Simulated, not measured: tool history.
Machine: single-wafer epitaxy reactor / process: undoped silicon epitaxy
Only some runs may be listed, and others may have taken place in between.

run    day  wafer temperature setpoint (pyrometer-controlled) (deg C)  deposition time (s)  mean film thickness on the monitor wafer (Å)
  1  0.000                                                        630                  295                                        327.46
  2  0.375                                                        632                  295                                        344.76
  3  0.504                                                        632                  261                                        303.77
  4  0.579                                                        635                  261                                        328.29
  5  0.933                                                        637                  261                                        345.28
  6  1.254                                                        631                  261                                        297.01
  7  1.554                                                        634                  261                                        320.17

Run 8 has not been measured yet. What should we expect?
  8  1.875                                                        636                  261                                             ?

mean film thickness on the monitor wafer (Å): 339.33

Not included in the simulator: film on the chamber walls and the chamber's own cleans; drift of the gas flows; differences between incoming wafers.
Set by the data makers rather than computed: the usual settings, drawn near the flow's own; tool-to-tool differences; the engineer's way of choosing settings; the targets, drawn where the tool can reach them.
